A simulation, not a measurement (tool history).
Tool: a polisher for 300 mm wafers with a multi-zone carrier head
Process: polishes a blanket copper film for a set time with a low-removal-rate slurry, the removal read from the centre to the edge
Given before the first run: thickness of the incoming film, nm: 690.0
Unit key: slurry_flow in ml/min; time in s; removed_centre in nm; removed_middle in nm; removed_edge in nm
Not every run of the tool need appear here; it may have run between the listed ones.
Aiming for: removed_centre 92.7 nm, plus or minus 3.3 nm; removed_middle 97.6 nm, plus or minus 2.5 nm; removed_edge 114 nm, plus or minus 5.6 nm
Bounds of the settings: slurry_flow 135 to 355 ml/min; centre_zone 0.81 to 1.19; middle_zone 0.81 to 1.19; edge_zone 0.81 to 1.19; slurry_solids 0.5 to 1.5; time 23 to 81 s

run	day	slurry_flow	centre_zone	middle_zone	edge_zone	slurry_solids	time	removed_centre	removed_middle	removed_edge
1	0	225	1	1	1	1	52	93.764	92.909	91.679
2	0.283	225	0.97	0.98	1.05	1.1	52	92.884	93.299	99.304
3	0.346	225	0.97	0.98	1.05	1.1	59	108	105.92	112.24
4	0.558	225	0.97	0.98	1.05	1.25	59	112.39	110.16	113.17
5	0.904	215	0.93	0.96	1.05	1.2	59	104.8	106.8	112.02
6	1.158	250	0.93	0.96	1.05	1.2	59	106.51	107.73	114.55
7	1.446	245	0.9	0.94	1.05	1.2	59	103.96	106.27	112.74
8	1.725	235	0.88	0.92	1.07	1.2	59	100.5	103.71	114.45

Below are 4 possible settings for the next run. Only one of them brings all results inside the allowed miss of their targets. Which is it?
A	2.004	210	0.83	0.87	1.04	1.35	57	?	?	?
B	2.004	270	0.95	0.93	1.1	1	59	?	?	?
C	2.004	250	0.92	0.91	1.02	1.35	52	?	?	?
D	2.004	225	0.97	0.9	1.1	1.15	57	?	?	?

move	removed_centre	removed_middle	removed_edge
A	92.428	96.975	114.41
B	103.24	99.475	113.27
C	95.757	93.711	104.99
D	104.04	95.738	112.65
A: every result within its allowed miss
B: brings the result that was furthest off to its target, and leaves another outside
C: carries the result that was furthest off beyond its target, to the other side
D: brings the result that was furthest off to its target, and leaves another outside
Move A is the one to make.

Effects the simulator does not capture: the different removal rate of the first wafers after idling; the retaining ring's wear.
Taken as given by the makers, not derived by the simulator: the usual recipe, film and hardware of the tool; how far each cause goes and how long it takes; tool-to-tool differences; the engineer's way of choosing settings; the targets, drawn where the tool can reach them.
